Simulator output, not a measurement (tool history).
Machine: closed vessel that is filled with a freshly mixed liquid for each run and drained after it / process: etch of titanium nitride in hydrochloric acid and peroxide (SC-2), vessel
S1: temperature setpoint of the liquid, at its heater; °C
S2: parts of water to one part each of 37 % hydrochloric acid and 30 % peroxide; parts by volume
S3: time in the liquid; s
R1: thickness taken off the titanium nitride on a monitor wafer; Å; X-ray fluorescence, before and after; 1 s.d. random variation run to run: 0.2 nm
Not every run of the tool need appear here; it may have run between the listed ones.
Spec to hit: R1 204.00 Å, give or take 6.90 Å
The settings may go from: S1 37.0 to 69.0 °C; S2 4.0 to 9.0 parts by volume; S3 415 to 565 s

run 1 hour=0.0 | S1=53.0 S2=5.0 S3=565 | R1=231.07
run 2 hour=9.2 | S1=53.0 S2=5.0 S3=415 | R1=169.65
run 3 hour=16.4 | S1=53.0 S2=7.0 S3=415 | R1=132.88
run 4 hour=21.7 | S1=48.5 S2=7.0 S3=415 | R1=98.26
run 5 hour=26.6 | S1=51.0 S2=7.0 S3=415 | R1=115.40
run 6 hour=31.4 | S1=53.0 S2=7.0 S3=415 | R1=132.33
run 7 hour=41.0 | S1=54.5 S2=7.0 S3=415 | R1=147.34
run 8 hour=42.9 | S1=55.5 S2=7.0 S3=415 | R1=156.44

Which of these 5 next moves meets every target?
run A hour=44.8 | S1=58.0 S2=9.0 S3=515 | R1=?
run B hour=44.8 | S1=55.5 S2=8.0 S3=565 | R1=?
run C hour=44.8 | S1=58.5 S2=6.5 S3=455 | R1=?
run D hour=44.8 | S1=61.5 S2=8.5 S3=435 | R1=?
run E hour=44.8 | S1=56.5 S2=7.0 S3=545 | R1=?

move=A R1=187.17
move=B R1=192.49
move=C R1=220.89
move=D R1=206.36
move=E R1=220.00
A: nearer than the last run, and not there yet
B: nearer than the last run, and not there yet
C: the result that was furthest off in the last run now lies on the other side of its target
D: every result lands within tolerance
E: the result that was furthest off in the last run now lies on the other side of its target
Move D is the one to make.
